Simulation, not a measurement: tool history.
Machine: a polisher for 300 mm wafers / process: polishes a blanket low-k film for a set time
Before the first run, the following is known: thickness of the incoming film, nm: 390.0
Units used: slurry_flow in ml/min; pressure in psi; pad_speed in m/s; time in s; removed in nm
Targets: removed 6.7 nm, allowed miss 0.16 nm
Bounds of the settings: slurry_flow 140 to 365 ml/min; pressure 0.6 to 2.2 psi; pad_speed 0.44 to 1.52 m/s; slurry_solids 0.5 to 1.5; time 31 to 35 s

run 1 day=0 | slurry_flow=235 pressure=1.4 pad_speed=0.98 slurry_solids=1 time=35 | removed=9.4504
run 2 day=0.362 | slurry_flow=235 pressure=1.4 pad_speed=1.14 slurry_solids=1 time=35 | removed=10.782
run 3 day=0.454 | slurry_flow=230 pressure=1.3 pad_speed=1.14 slurry_solids=1 time=35 | removed=9.9813
run 4 day=0.708 | slurry_flow=230 pressure=1.6 pad_speed=1.14 slurry_solids=1 time=35 | removed=12.262
-- day=0.917 slurry blender recalibrated
run 5 day=0.917 | slurry_flow=225 pressure=1.5 pad_speed=1.14 slurry_solids=1 time=35 | removed=13.482
run 6 day=0.983 | slurry_flow=245 pressure=1.5 pad_speed=1.14 slurry_solids=1 time=35 | removed=13.851
run 7 day=1.1 | slurry_flow=180 pressure=1.1 pad_speed=1.12 slurry_solids=1 time=35 | removed=9.7935
run 8 day=1.304 | slurry_flow=205 pressure=1.1 pad_speed=1.12 slurry_solids=1 time=35 | removed=9.8571
run 9 day=1.667 | slurry_flow=215 pressure=1 pad_speed=1.12 slurry_solids=1 time=35 | removed=8.9995
run 10 day=1.95 | slurry_flow=225 pressure=0.9 pad_speed=1.12 slurry_solids=1 time=35 | removed=8.1766
run 11 day=2.317 | slurry_flow=240 pressure=0.9 pad_speed=1.12 slurry_solids=1 time=35 | removed=8.2773
run 12 day=2.471 | slurry_flow=245 pressure=0.9 pad_speed=1.12 slurry_solids=1 time=35 | removed=8.2126
run 13 day=2.562 | slurry_flow=250 pressure=0.9 pad_speed=1.12 slurry_solids=1 time=35 | removed=8.1455
run 14 day=2.804 | slurry_flow=260 pressure=0.9 pad_speed=1.12 slurry_solids=1 time=35 | removed=8.2658
run 15 day=3.075 | slurry_flow=260 pressure=0.7 pad_speed=1.1 slurry_solids=1 time=35 | removed=6.4599
run 16 day=3.15 | slurry_flow=255 pressure=0.7 pad_speed=1.1 slurry_solids=1 time=35 | removed=6.3336
run 17 day=3.467 | slurry_flow=250 pressure=0.7 pad_speed=1.1 slurry_solids=1 time=35 | removed=6.4139
run 18 day=3.558 | slurry_flow=245 pressure=0.7 pad_speed=1.1 slurry_solids=1 time=35 | removed=6.407
run 19 day=3.721 | slurry_flow=265 pressure=0.8 pad_speed=1.1 slurry_solids=1 time=35 | removed=7.3182
run 20 day=3.833 | slurry_flow=265 pressure=0.7 pad_speed=1.1 slurry_solids=1 time=35 | removed=6.4721
run 21 day=3.938 | slurry_flow=260 pressure=0.7 pad_speed=1.1 slurry_solids=1 time=35 | removed=6.3696
run 22 day=4.3 | slurry_flow=255 pressure=0.7 pad_speed=1.1 slurry_solids=1 time=35 | removed=6.479
run 23 day=4.462 | slurry_flow=255 pressure=0.8 pad_speed=1.1 slurry_solids=1 time=35 | removed=7.3105
run 24 day=4.671 | slurry_flow=260 pressure=0.7 pad_speed=1.1 slurry_solids=1 time=35 | removed=6.5396
run 25 day=4.733 | slurry_flow=250 pressure=0.7 pad_speed=1.1 slurry_solids=1 time=35 | removed=6.4332
run 26 day=4.962 | slurry_flow=245 pressure=0.7 pad_speed=1.1 slurry_solids=1 time=35 | removed=6.323
run 27 day=5.017 | slurry_flow=250 pressure=0.7 pad_speed=1.1 slurry_solids=1 time=35 | removed=6.4296
run 28 day=5.188 | slurry_flow=250 pressure=0.7 pad_speed=1.12 slurry_solids=1 time=35 | removed=6.6011

Exercise: of the 4 proposed moves below, exactly one satisfies all targets within the stated allowed misses. Which move is it?
run A day=5.358 | slurry_flow=215 pressure=0.7 pad_speed=1.12 slurry_solids=1.15 time=32 | removed=?
run B day=5.358 | slurry_flow=270 pressure=1.2 pad_speed=0.72 slurry_solids=0.9 time=33 | removed=?
run C day=5.358 | slurry_flow=265 pressure=0.6 pad_speed=1.48 slurry_solids=0.95 time=33 | removed=?
run D day=5.358 | slurry_flow=250 pressure=0.7 pad_speed=1.08 slurry_solids=1.05 time=34 | removed=?

move=A removed=6.3801
move=B removed=6.7118
move=C removed=6.4195
move=D removed=6.3172
A: the biggest miss grows against the last run
B: all results in spec
C: the biggest miss grows against the last run
D: the biggest miss grows against the last run
B is the move that brings every result within its allowed miss.

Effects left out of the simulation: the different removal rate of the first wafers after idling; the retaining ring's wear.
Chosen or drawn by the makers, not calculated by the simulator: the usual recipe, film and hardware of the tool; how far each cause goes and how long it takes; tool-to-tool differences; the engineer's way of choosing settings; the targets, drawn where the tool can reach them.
